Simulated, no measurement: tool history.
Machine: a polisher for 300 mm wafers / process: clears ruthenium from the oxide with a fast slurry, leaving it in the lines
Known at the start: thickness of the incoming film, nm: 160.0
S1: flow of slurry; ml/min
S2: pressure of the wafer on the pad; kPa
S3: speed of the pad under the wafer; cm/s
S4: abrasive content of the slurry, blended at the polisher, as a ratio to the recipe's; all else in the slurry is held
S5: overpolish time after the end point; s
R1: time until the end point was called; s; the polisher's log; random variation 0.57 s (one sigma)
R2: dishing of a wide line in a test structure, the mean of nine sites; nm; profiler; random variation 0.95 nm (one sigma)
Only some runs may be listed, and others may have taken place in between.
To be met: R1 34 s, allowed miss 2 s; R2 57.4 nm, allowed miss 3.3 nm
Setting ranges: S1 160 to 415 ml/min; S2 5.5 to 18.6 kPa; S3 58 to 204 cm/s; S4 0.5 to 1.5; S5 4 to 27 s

run	day	S1	S2	S3	S4	S5	R1	R2
1	0	265	11.7	130	1	14	63.464	29.961
2	0.367	265	13.1	132	1	14	53.084	33.166
3	0.446	265	13.8	134	1	15	51.69	38.105
4	0.479	265	15.2	136	1	15	44.915	41.602
5	0.696	265	15.2	136	1.15	15	43.715	42.843
6	0.9	265	15.9	136	1.15	15	42.364	46.561
7	1.025	265	16.5	136	1.15	15	40.192	47.462
8	1.317	265	17.2	136	1.15	15	38.14	49.585
9	1.521	265	17.9	136	1.15	15	37.786	50.73
10	1.721	265	17.9	138	1.15	15	37.971	49.871
11	1.896	265	17.9	140	1.15	15	35.761	50.269
12	1.958	265	17.9	140	1.15	15	36.604	52.972
13	2.025	265	17.9	142	1.15	15	36.29	52.451

Below are 5 possible settings for the next run. Only one of them brings all results inside the allowed miss of their targets. Which is it?
A	2.092	280	17.2	150	1.25	13	?	?
B	2.092	245	18.6	166	1.15	16	?	?
C	2.092	295	16.5	148	1.05	16	?	?
D	2.092	245	17.9	134	1.15	16	?	?
E	2.092	225	17.9	150	1.2	16	?	?

move	R1	R2
A	34.454	49.026
B	30.072	65.701
C	38.362	53.484
D	38.441	53.389
E	34.207	58.987
A: further off than the last run
B: carries the result that was furthest off beyond its target, to the other side
C: further off than the last run
D: further off than the last run
E: all results in spec
The move that meets every target is E.
